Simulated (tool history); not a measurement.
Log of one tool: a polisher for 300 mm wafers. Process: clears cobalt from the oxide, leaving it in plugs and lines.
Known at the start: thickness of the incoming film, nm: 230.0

run	day	flow of slurry (ml/min)	pressure of the wafer on the pad (psi)	speed of the pad under the wafer (cm/s)	overpolish time after the end point (s)	time until the end point was called (s)	dishing of a wide line in a test structure (angstrom)
1	0.000	150	1.9	120	20	42.154	472.87
2	0.312	150	1.9	144	20	36.905	499.49
3	0.567	155	2.1	144	19	33.229	476.81
4	0.842	155	2.2	144	20	31.696	508.83
5	1.125	155	1.9	144	20	35.677	486.20
6	1.158	155	1.9	144	11	37.308	387.67
7	1.529	155	2.1	144	13	33.070	418.68
8	1.588	155	2.2	144	15	31.904	442.62
9	1.688	160	2.3	144	17	30.422	468.51

Forecast run 10:
10	2.000	160	2.4	144	18	?	?

time until the end point was called (s): 28.997
dishing of a wide line in a test structure (angstrom): 491.87

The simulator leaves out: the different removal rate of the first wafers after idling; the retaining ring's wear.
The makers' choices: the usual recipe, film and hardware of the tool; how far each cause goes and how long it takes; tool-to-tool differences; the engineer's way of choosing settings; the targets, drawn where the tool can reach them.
